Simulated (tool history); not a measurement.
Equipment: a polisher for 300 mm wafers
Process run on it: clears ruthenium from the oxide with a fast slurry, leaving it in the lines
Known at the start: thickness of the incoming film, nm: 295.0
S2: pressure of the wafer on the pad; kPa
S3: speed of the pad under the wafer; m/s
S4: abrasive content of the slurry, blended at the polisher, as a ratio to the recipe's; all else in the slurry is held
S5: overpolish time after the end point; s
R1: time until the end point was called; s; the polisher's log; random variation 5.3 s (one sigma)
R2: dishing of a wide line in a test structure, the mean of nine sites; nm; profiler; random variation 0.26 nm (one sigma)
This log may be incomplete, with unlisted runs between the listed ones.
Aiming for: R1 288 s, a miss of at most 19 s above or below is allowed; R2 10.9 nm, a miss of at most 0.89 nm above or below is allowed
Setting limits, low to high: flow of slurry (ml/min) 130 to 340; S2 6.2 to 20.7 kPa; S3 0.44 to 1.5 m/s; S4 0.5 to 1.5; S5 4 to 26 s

run 1 hour=0 | flow_of_slurry_(ml/min)=220 S2=13.1 S3=0.96 S4=1 S5=13 | R1=120.76 R2=22.747
run 2 hour=4 | flow_of_slurry_(ml/min)=220 S2=11.7 S3=0.88 S4=1 S5=12 | R1=149.14 R2=19.328
run 3 hour=8 | flow_of_slurry_(ml/min)=220 S2=10.3 S3=0.84 S4=1 S5=11 | R1=180.49 R2=14.936
run 4 hour=9.5 | flow_of_slurry_(ml/min)=220 S2=9.7 S3=0.82 S4=1 S5=11 | R1=198.82 R2=13.982
run 5 hour=11.5 | flow_of_slurry_(ml/min)=220 S2=9.7 S3=0.94 S4=1 S5=11 | R1=174.37 R2=15.402
-- hour=15.8 slurry blender recalibrated
run 6 hour=15.8 | flow_of_slurry_(ml/min)=170 S2=9.7 S3=0.94 S4=1 S5=11 | R1=152.68 R2=18.304
run 7 hour=21 | flow_of_slurry_(ml/min)=200 S2=9 S3=0.92 S4=1 S5=12 | R1=163.09 R2=18.021
run 8 hour=22.8 | flow_of_slurry_(ml/min)=220 S2=8.3 S3=0.88 S4=1 S5=12 | R1=183.95 R2=15.565
run 9 hour=30.8 | flow_of_slurry_(ml/min)=235 S2=6.2 S3=0.6 S4=0.95 S5=13 | R1=356.91 R2=9.3108
run 10 hour=35.1 | flow_of_slurry_(ml/min)=230 S2=6.9 S3=0.6 S4=0.95 S5=13 | R1=309.98 R2=10.519
run 11 hour=36.8 | flow_of_slurry_(ml/min)=225 S2=6.9 S3=0.6 S4=0.95 S5=13 | R1=312.93 R2=10.386
run 12 hour=39.5 | flow_of_slurry_(ml/min)=225 S2=8.3 S3=0.6 S4=0.95 S5=13 | R1=270.5 R2=12.673
run 13 hour=42.2 | flow_of_slurry_(ml/min)=230 S2=8.3 S3=0.6 S4=0.95 S5=13 | R1=266.42 R2=12.038
run 14 hour=45.3 | flow_of_slurry_(ml/min)=235 S2=8.3 S3=0.6 S4=0.95 S5=13 | R1=277.89 R2=12.377
run 15 hour=47.3 | flow_of_slurry_(ml/min)=240 S2=8.3 S3=0.62 S4=0.95 S5=12 | R1=264.71 R2=12.109
run 16 hour=55.2 | flow_of_slurry_(ml/min)=235 S2=6.9 S3=0.62 S4=0.95 S5=11 | R1=308.39 R2=9.683
run 17 hour=61 | flow_of_slurry_(ml/min)=230 S2=6.9 S3=0.62 S4=0.95 S5=11 | R1=301.26 R2=9.2261
run 18 hour=66.3 | flow_of_slurry_(ml/min)=225 S2=6.9 S3=0.62 S4=0.95 S5=11 | R1=317.36 R2=9.5016

Below are 4 possible settings for the next run. Only one of them brings all results inside the allowed miss of their targets. Which is it?
run A hour=71.6 | flow_of_slurry_(ml/min)=245 S2=6.9 S3=0.7 S4=1.2 S5=13 | R1=? R2=?
run B hour=71.6 | flow_of_slurry_(ml/min)=330 S2=6.2 S3=0.78 S4=1.25 S5=13 | R1=? R2=?
run C hour=71.6 | flow_of_slurry_(ml/min)=190 S2=6.2 S3=0.82 S4=0.8 S5=12 | R1=? R2=?
run D hour=71.6 | flow_of_slurry_(ml/min)=195 S2=6.9 S3=0.78 S4=0.95 S5=14 | R1=? R2=?

move=A R1=256.7 R2=13.25
move=B R1=245.23 R2=13.777
move=C R1=300.09 R2=10.783
move=D R1=261.74 R2=13.883
A: pushes the last run's worst result past its target
B: pushes the last run's worst result past its target
C: hits every target within its allowed miss
D: pushes the last run's worst result past its target
The move that meets every target is C.
